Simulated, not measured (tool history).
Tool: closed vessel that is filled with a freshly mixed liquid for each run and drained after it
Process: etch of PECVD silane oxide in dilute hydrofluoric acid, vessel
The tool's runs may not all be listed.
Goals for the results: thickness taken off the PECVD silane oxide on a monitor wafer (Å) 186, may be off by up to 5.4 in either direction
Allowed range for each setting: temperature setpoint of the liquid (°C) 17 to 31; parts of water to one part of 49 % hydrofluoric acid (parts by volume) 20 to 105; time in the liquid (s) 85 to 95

run  hour  temperature setpoint of the liquid (°C)  parts of water to one part of 49 % hydrofluoric acid (parts by volume)  time in the liquid (s)  thickness taken off the PECVD silane oxide on a monitor wafer (Å)
  1     0                                       23                                                                      55                      85                                                             286.41
  2   3.7                                       22                                                                      55                      85                                                             274.16
  3    10                                       22                                                                      55                      85                                                              274.9
  4  15.6                                       22                                                                      55                      95                                                             308.71
  5  21.4                                       21                                                                      55                      95                                                             293.84
  6  30.7                                       21                                                                      75                      95                                                              208.6
  7  39.6                                     20.5                                                                      75                      95                                                             207.46
  8  47.8                                       20                                                                      75                      95                                                             201.99
  9  54.3                                     19.5                                                                      75                      95                                                             197.85

Which one of the following 5 next-run settings gets every result inside its allowed miss? There is exactly one.
  A  60.8                                     18.5                                                                      75                      85                                                                  ?
  B  60.8                                     17.5                                                                      80                      95                                                                  ?
  C  60.8                                       19                                                                      80                      90                                                                  ?
  D  60.8                                       17                                                                      75                      90                                                                  ?
  E  60.8                                     21.5                                                                      85                      95                                                                  ?

move  thickness taken off the PECVD silane oxide on a monitor wafer (Å)
   A                                                             170.31
   B                                                              170.1
   C                                                             171.69
   D                                                             169.18
   E                                                             188.11
A: takes the biggest miss from the last run beyond its target
B: takes the biggest miss from the last run beyond its target
C: takes the biggest miss from the last run beyond its target
D: takes the biggest miss from the last run beyond its target
E: meets every target
Move E is the one to make.
